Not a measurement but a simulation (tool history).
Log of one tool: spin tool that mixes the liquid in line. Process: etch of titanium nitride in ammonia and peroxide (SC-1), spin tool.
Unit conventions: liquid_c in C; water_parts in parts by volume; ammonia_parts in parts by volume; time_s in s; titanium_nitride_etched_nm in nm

Run 1, hour 0.0: liquid_c 48.0 C, water_parts 20 parts by volume, ammonia_parts 0.55 parts by volume, time_s 265 s. Result: titanium_nitride_etched_nm 8.3436 nm.
Run 2, hour 7.3: liquid_c 48.0 C, water_parts 20 parts by volume, ammonia_parts 0.55 parts by volume, time_s 265 s. Result: titanium_nitride_etched_nm 8.4837 nm.
Run 3, hour 9.5: liquid_c 48.0 C, water_parts 20 parts by volume, ammonia_parts 0.65 parts by volume, time_s 265 s. Result: titanium_nitride_etched_nm 8.6807 nm.
Run 4, hour 14.1: liquid_c 51.5 C, water_parts 20 parts by volume, ammonia_parts 0.65 parts by volume, time_s 265 s. Result: titanium_nitride_etched_nm 11.0500 nm.
Run 5, hour 18.1: liquid_c 54.0 C, water_parts 20 parts by volume, ammonia_parts 0.65 parts by volume, time_s 265 s. Result: titanium_nitride_etched_nm 12.8530 nm.
Run 6, hour 25.6: liquid_c 56.0 C, water_parts 20 parts by volume, ammonia_parts 0.65 parts by volume, time_s 265 s. Result: titanium_nitride_etched_nm 15.0990 nm.
Run 7, hour 27.2: liquid_c 57.0 C, water_parts 20 parts by volume, ammonia_parts 0.65 parts by volume, time_s 265 s. Result: titanium_nitride_etched_nm 15.9590 nm.
Run 8, hour 35.4: liquid_c 58.0 C, water_parts 20 parts by volume, ammonia_parts 0.65 parts by volume, time_s 265 s. Result: titanium_nitride_etched_nm 16.9770 nm.
Run 9, hour 39.4: liquid_c 58.5 C, water_parts 20 parts by volume, ammonia_parts 0.65 parts by volume, time_s 265 s. Result: titanium_nitride_etched_nm 17.7800 nm.
Run 10, hour 44.0: liquid_c 59.0 C, water_parts 20 parts by volume, ammonia_parts 0.65 parts by volume, time_s 265 s. Result: titanium_nitride_etched_nm 18.4460 nm.
Run 11, hour 51.7: liquid_c 59.5 C, water_parts 20 parts by volume, ammonia_parts 0.65 parts by volume, time_s 265 s. Result: titanium_nitride_etched_nm 18.8980 nm.

Run 12, settings as shown, results not yet in. Your forecast:
Run 12, hour 53.5: liquid_c 59.5 C, water_parts 20 parts by volume, ammonia_parts 0.65 parts by volume, time_s 265 s. Result: titanium_nitride_etched_nm ?.

titanium_nitride_etched_nm: 18.9440 nm
